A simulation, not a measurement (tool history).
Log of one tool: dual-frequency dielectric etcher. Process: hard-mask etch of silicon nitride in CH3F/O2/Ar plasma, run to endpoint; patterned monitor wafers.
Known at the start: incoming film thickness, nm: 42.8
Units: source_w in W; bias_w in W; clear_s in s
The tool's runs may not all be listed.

Run 1, hour 0: source_w 440 W, bias_w 81 W. Result: clear_s 55.05 s.
Run 2, hour 6.5: source_w 410 W, bias_w 78 W. Result: clear_s 56.91 s.
Run 3, hour 14.8: source_w 460 W, bias_w 78 W. Result: clear_s 54.579 s.
Run 4, hour 19: source_w 420 W, bias_w 75 W. Result: clear_s 58.185 s.
Run 5, hour 21.4: source_w 420 W, bias_w 67 W. Result: clear_s 59.538 s.
Run 6, hour 29.8: source_w 400 W, bias_w 66 W. Result: clear_s 60.857 s.
Run 7, hour 31: source_w 330 W, bias_w 61 W. Result: clear_s 69.628 s.

Forecast run 8:
Run 8, hour 38.7: source_w 340 W, bias_w 61 W. Result: clear_s ?.

clear_s: 67.357 s
